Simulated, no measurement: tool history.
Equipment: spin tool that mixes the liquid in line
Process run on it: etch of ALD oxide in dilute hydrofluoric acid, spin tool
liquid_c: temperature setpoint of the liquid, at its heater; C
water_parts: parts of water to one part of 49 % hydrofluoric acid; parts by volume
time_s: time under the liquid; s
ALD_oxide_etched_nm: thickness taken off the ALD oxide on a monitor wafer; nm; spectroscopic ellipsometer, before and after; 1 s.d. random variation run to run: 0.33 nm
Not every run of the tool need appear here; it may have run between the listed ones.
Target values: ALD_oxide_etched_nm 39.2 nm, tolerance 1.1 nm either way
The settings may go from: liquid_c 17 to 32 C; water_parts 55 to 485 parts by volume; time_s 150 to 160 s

{"run": 1, "hour": 0.0, "liquid_c": 24, "water_parts": 270, "time_s": 150, "ALD_oxide_etched_nm": 12.777}
{"run": 2, "hour": 5.4, "liquid_c": 25, "water_parts": 240, "time_s": 150, "ALD_oxide_etched_nm": 15.464}
{"run": 3, "hour": 9.0, "liquid_c": 23, "water_parts": 240, "time_s": 150, "ALD_oxide_etched_nm": 14.239}
{"run": 4, "hour": 16.4, "liquid_c": 24.5, "water_parts": 215, "time_s": 150, "ALD_oxide_etched_nm": 17.312}
{"run": 5, "hour": 21.7, "liquid_c": 25.5, "water_parts": 200, "time_s": 150, "ALD_oxide_etched_nm": 20.089}
{"run": 6, "hour": 22.9, "liquid_c": 25.5, "water_parts": 200, "time_s": 150, "ALD_oxide_etched_nm": 19.452}
{"run": 7, "hour": 29.2, "liquid_c": 26.5, "water_parts": 185, "time_s": 150, "ALD_oxide_etched_nm": 22.788}
{"run": 8, "hour": 30.9, "liquid_c": 27.5, "water_parts": 175, "time_s": 150, "ALD_oxide_etched_nm": 24.56}
{"run": 9, "hour": 31.7, "liquid_c": 27.5, "water_parts": 175, "time_s": 150, "ALD_oxide_etched_nm": 24.872}

Which of these 5 next moves meets every target?
{"run": "A", "hour": 32.5, "liquid_c": 25, "water_parts": 90, "time_s": 155, "ALD_oxide_etched_nm": "?"}
{"run": "B", "hour": 32.5, "liquid_c": 26, "water_parts": 130, "time_s": 150, "ALD_oxide_etched_nm": "?"}
{"run": "C", "hour": 32.5, "liquid_c": 26, "water_parts": 120, "time_s": 160, "ALD_oxide_etched_nm": "?"}
{"run": "D", "hour": 32.5, "liquid_c": 20, "water_parts": 160, "time_s": 150, "ALD_oxide_etched_nm": "?"}
{"run": "E", "hour": 32.5, "liquid_c": 27.5, "water_parts": 105, "time_s": 160, "ALD_oxide_etched_nm": "?"}

move=A ALD_oxide_etched_nm=50.702
move=B ALD_oxide_etched_nm=33.586
move=C ALD_oxide_etched_nm=39.295
move=D ALD_oxide_etched_nm=20.908
move=E ALD_oxide_etched_nm=48.487
A: carries the result that was furthest off beyond its target, to the other side
B: better than the last run, though not everything is in spec
C: meets every target
D: the biggest miss grows against the last run
E: carries the result that was furthest off beyond its target, to the other side
C is the move that brings every result within its allowed miss.

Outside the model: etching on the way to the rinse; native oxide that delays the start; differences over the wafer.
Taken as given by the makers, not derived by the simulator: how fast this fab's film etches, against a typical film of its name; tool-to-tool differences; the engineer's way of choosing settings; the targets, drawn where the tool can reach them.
